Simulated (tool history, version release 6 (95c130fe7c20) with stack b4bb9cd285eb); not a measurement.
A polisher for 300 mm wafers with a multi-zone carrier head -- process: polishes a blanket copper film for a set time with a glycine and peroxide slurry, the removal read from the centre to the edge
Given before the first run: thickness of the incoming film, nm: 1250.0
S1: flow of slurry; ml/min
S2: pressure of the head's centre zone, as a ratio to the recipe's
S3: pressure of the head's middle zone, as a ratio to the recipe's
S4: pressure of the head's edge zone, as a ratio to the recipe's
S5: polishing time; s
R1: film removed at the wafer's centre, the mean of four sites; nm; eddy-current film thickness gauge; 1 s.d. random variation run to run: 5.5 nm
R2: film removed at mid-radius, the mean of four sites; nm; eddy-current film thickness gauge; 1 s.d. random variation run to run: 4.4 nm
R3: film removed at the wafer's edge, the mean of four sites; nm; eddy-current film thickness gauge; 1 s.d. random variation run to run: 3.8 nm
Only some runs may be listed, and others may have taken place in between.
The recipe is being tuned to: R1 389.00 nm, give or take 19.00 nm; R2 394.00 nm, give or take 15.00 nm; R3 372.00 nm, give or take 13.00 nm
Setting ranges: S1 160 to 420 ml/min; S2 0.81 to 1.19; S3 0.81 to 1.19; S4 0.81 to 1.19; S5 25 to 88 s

| run | day | S1 | S2 | S3 | S4 | S5 | R1 | R2 | R3 |
|---|---|---|---|---|---|---|---|---|---|
| 1 | 0.000 | 270 | 1.00 | 1.00 | 1.00 | 56 | 500.58 | 534.61 | 483.12 |
| 2 | 0.217 | 270 | 1.07 | 1.00 | 1.00 | 56 | 534.81 | 529.77 | 489.65 |
| 3 | 0.546 | 270 | 1.07 | 0.94 | 1.00 | 56 | 535.53 | 500.42 | 484.55 |
| 4 | 0.917 | 265 | 1.03 | 0.92 | 0.97 | 53 | 492.36 | 462.68 | 453.05 |
|  | 1.200 | edge zone pressure recalibrated |
| 5 | 1.200 | 265 | 1.01 | 0.92 | 0.95 | 51 | 460.13 | 440.35 | 440.55 |
| 6 | 1.567 | 265 | 1.01 | 0.94 | 0.94 | 49 | 445.90 | 427.79 | 425.95 |
| 7 | 1.921 | 255 | 0.96 | 0.97 | 0.84 | 43 | 378.36 | 397.49 | 350.46 |
| 8 | 1.992 | 260 | 0.96 | 0.96 | 0.85 | 43 | 374.83 | 385.69 | 351.80 |
| 9 | 2.204 | 260 | 0.96 | 0.96 | 0.86 | 43 | 368.07 | 387.26 | 357.65 |

4 candidate next runs follow, results not yet known. Just one meets every target within its allowed miss. Identify it.
| A | 2.417 | 255 | 0.83 | 1.08 | 0.88 | 43 | ? | ? | ? |
| B | 2.417 | 195 | 0.94 | 0.91 | 0.82 | 47 | ? | ? | ? |
| C | 2.417 | 335 | 0.99 | 0.86 | 1.01 | 43 | ? | ? | ? |
| D | 2.417 | 265 | 0.86 | 1.02 | 0.85 | 45 | ? | ? | ? |

| move | R1 | R2 | R3 |
|---|---|---|---|
| A | 332.36 | 429.61 | 365.39 |
| B | 384.08 | 391.12 | 376.47 |
| C | 396.22 | 366.11 | 399.80 |
| D | 359.71 | 430.52 | 378.10 |
A: puts the biggest miss on target and leaves a different result outside tolerance
B: all results land within tolerance of their targets
C: moves the result that the last run missed by most past its target, out the other side
D: puts the biggest miss on target and leaves a different result outside tolerance
The right move is B.

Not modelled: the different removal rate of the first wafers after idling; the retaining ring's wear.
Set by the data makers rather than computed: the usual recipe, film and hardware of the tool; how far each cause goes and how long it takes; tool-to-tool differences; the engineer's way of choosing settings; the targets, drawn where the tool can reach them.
